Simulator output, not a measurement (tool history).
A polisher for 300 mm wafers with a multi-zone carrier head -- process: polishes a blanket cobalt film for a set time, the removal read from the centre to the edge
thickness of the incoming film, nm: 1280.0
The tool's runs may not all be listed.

run	hour	flow of slurry (ml/min)	pressure of the head's centre zone	pressure of the head's middle zone	pressure of the head's edge zone	polishing time (s)	film removed at the wafer's centre (Å)	film removed at mid-radius (Å)	film removed at the wafer's edge (Å)
1	0.0	145	1.00	1.00	1.00	47	3210.5	3204.2	3194.2
2	0.8	175	1.00	1.00	1.00	47	3332.8	3275.8	3295.5
3	8.9	175	1.00	1.00	1.00	53	3795.5	3719.4	3729.3
4	13.0	165	0.99	1.00	0.96	49	3423.6	3419.0	3278.9
5	14.2	155	0.97	0.98	0.93	47	3199.3	3218.5	3117.9
6	19.3	150	0.96	0.98	0.91	44	2894.8	2969.9	2821.3
7	25.1	145	0.96	0.98	0.89	42	2736.9	2808.6	2721.9
8	30.8	145	0.97	1.00	0.87	40	2686.3	2749.9	2595.1
9	31.9	145	0.97	1.01	0.86	38	2509.8	2640.2	2374.8
10	34.7	140	0.97	1.01	0.85	37	2443.2	2532.4	2291.0
11	41.0	130	0.97	1.01	0.84	37	2377.1	2490.0	2285.8
12	43.0	130	0.98	1.04	0.81	33	2149.9	2274.7	1994.5

The next listed run, before its measurement:
13	44.2	135	0.98	1.04	0.82	33	?	?	?

{"run 13": {"film removed at the wafer's centre (Å)": 2162.6, "film removed at mid-radius (Å)": 2277.8, "film removed at the wafer's edge (Å)": 2041.4}}

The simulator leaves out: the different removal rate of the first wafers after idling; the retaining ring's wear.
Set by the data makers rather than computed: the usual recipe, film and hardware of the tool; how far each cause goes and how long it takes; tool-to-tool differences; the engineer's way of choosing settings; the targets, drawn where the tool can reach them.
